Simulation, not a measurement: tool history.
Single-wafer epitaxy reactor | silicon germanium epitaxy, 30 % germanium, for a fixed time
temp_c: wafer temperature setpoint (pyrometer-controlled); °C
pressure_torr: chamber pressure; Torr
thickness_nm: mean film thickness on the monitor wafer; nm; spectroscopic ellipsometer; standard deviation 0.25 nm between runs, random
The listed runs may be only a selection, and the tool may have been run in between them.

run	hour	temp_c	pressure_torr	thickness_nm
1	0.0	580	16.6	36.944
2	5.8	580	18.3	37.813
3	12.0	580	16.0	36.052
4	16.5	586	16.0	40.109
5	24.8	586	17.8	41.415
6	27.1	589	17.9	43.733

Estimate the outcome of run 7 from the log above:
7	28.2	591	17.9	?

{"run 7": {"thickness_nm": 45.23}}
